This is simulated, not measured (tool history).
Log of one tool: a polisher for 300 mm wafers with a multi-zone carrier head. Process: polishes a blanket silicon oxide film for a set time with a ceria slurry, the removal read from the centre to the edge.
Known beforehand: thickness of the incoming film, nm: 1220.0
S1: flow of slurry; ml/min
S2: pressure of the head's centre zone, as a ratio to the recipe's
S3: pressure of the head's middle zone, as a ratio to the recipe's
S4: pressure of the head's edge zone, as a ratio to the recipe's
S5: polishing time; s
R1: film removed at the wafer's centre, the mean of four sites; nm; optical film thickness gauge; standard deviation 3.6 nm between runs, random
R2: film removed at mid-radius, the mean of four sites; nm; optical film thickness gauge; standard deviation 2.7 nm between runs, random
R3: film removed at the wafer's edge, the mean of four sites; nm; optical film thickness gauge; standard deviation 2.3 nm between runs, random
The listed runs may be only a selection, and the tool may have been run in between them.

run	hour	S1	S2	S3	S4	S5	R1	R2	R3
1	0.0	295	1.00	1.00	1.00	61	349.80	350.58	342.73
2	4.2	295	1.00	1.00	1.03	61	353.76	350.38	350.65
3	7.0	290	0.98	0.97	1.00	60	340.75	336.88	340.27
4	11.0	285	0.96	0.95	0.98	58	310.07	320.42	317.41
5	14.4	285	0.96	0.95	0.98	44	244.20	244.18	242.50
6	16.3	290	0.96	0.97	1.02	45	245.30	251.66	251.78

The next listed run, before its measurement:
7	20.8	295	0.97	0.98	1.05	46	?	?	?

Run 7 yielded R1 254.31 nm, R2 267.34 nm, R3 263.68 nm.

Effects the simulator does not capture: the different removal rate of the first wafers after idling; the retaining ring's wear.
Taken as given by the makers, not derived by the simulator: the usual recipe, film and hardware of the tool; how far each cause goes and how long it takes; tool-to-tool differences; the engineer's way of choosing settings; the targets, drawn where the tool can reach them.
